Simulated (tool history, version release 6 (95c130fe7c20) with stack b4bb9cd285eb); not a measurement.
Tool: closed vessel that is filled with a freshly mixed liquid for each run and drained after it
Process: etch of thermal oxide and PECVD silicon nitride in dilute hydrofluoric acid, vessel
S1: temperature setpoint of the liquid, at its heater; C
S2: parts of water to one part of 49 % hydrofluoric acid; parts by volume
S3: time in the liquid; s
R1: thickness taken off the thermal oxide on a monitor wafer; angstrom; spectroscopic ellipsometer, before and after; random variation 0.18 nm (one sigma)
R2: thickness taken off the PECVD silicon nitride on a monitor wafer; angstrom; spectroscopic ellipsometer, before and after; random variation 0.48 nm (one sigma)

run 1 hour=0 | S1=24 S2=285 S3=1030 | R1=140.67 R2=151.83
run 2 hour=1.8 | S1=22 S2=285 S3=1030 | R1=128.54 R2=133.55
run 3 hour=7.5 | S1=22 S2=285 S3=590 | R1=74.482 R2=76.309
run 4 hour=11.4 | S1=22 S2=285 S3=770 | R1=97.483 R2=99.408
run 5 hour=16.3 | S1=22 S2=360 S3=770 | R1=71.76 R2=79.822
run 6 hour=19.4 | S1=22 S2=450 S3=770 | R1=53.397 R2=64.8
run 7 hour=27.7 | S1=26 S2=340 S3=1265 | R1=146.1 R2=174.84
run 8 hour=33.4 | S1=27 S2=305 S3=1305 | R1=178.78 R2=215.67
run 9 hour=41.6 | S1=28 S2=270 S3=1315 | R1=220.24 R2=261.8
run 10 hour=42.9 | S1=29 S2=245 S3=1325 | R1=257.71 R2=305.21
run 11 hour=44.1 | S1=29.5 S2=230 S3=1335 | R1=287.58 R2=333.51
run 12 hour=48.2 | S1=30 S2=220 S3=1355 | R1=314.67 R2=374.73
run 13 hour=53.4 | S1=30.5 S2=210 S3=1355 | R1=337.81 R2=397.67
run 14 hour=57.5 | S1=31 S2=205 S3=1360 | R1=355.94 R2=424.45
run 15 hour=60.9 | S1=31 S2=200 S3=1360 | R1=366.68 R2=431.72
run 16 hour=65.6 | S1=31 S2=195 S3=1365 | R1=381.43 R2=450.31
-- hour=69.6 thermometer replaced
run 17 hour=69.6 | S1=32 S2=180 S3=1365 | R1=452.44 R2=550.05
run 18 hour=73.4 | S1=31.5 S2=185 S3=1370 | R1=431.07 R2=515.38

Run 19 comes next. What will it give?
run 19 hour=78.6 | S1=31.5 S2=185 S3=1375 | R1=? R2=?

Run 19 gave R1 431.61 angstrom, R2 517.26 angstrom.
